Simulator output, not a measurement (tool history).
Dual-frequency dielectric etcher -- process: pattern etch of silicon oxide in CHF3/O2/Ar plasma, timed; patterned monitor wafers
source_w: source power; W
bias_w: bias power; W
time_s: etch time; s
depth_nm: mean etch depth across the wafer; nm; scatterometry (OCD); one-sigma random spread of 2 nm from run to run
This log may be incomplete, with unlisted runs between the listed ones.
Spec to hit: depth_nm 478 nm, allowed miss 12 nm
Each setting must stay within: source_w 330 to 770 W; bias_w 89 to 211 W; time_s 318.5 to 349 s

run	day	source_w	bias_w	time_s	depth_nm
1	0	550	150	349	590.18
2	0.096	510	143	345.5	556.04
3	0.192	480	140	345	539.36
4	0.4	480	127	345	520.06
5	0.546	460	126	344.5	508.73
6	0.746	460	126	349	515.56
7	0.833	440	125	348.5	501.11
8	1.188	430	124	348.5	495.8
9	1.4	420	124	348.5	491.62

Exercise: of the 5 proposed moves below, exactly one satisfies all targets within the stated allowed misses. Which move is it?
A	1.612	500	106	349	?
B	1.612	400	155	349	?
C	1.612	470	131	340.5	?
D	1.612	440	118	340.5	?
E	1.612	410	136	349	?

move	depth_nm
A	507.69
B	518.34
C	515.04
D	482.9
E	501.68
A: lands further from the targets than the last run did
B: lands further from the targets than the last run did
C: lands further from the targets than the last run did
D: all results in spec
E: lands further from the targets than the last run did
D meets every target.

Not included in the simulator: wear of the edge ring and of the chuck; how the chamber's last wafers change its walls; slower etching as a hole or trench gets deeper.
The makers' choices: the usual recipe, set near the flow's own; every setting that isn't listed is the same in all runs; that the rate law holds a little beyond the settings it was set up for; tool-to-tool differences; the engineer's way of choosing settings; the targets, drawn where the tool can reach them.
